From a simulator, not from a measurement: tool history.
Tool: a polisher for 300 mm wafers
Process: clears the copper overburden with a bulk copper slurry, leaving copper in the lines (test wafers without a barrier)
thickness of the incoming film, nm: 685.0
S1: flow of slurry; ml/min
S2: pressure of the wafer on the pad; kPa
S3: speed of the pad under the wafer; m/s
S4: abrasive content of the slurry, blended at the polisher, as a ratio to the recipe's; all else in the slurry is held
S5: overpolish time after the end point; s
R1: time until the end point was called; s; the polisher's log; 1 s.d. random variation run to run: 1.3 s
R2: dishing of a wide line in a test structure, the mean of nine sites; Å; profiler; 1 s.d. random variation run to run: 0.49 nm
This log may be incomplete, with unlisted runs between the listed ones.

run,day,S1,S2,S3,S4,S5,R1,R2
1,0.000,155,20.0,0.88,1.00,9,84.407,449.92
2,0.117,155,19.3,0.90,1.00,8,83.856,430.36
3,0.246,165,19.3,0.84,1.05,7,88.325,361.22
4,0.333,185,18.6,0.82,1.15,6,89.041,309.78
5,0.617,185,18.6,0.82,1.15,8,88.618,390.00
6,0.696,195,17.9,0.82,1.20,7,91.681,344.91

Run 7 comes next. What will it give?
7,0.729,205,17.9,0.80,1.25,6,?,?

R1: 89.966 s
R2: 305.70 Å
